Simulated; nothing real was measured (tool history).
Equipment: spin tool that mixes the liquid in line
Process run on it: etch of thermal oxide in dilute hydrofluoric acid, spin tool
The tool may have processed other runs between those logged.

run    day  temperature setpoint of the liquid (C)  parts of water to one part of 49 % hydrofluoric acid (parts by volume)  time under the liquid (s)  thickness taken off the thermal oxide on a monitor wafer (angstrom)
  1      0                                      22                                                                      95                         85                                                               38.916
  2    0.1                                      23                                                                      90                         85                                                                43.13
  3  0.217                                      23                                                                      90                         60                                                                30.36
  4  0.558                                      23                                                                      85                         60                                                               32.416
  5  0.729                                    23.5                                                                      80                         60                                                               35.605
  6  0.771                                    23.5                                                                      55                         60                                                               53.376
  7  1.108                                      24                                                                      55                         60                                                               54.294

Predict the results of run 8:
  8  1.229                                    24.5                                                                      55                         60                                                                    ?

Run 8 measured thickness taken off the thermal oxide on a monitor wafer (angstrom) 55.222.

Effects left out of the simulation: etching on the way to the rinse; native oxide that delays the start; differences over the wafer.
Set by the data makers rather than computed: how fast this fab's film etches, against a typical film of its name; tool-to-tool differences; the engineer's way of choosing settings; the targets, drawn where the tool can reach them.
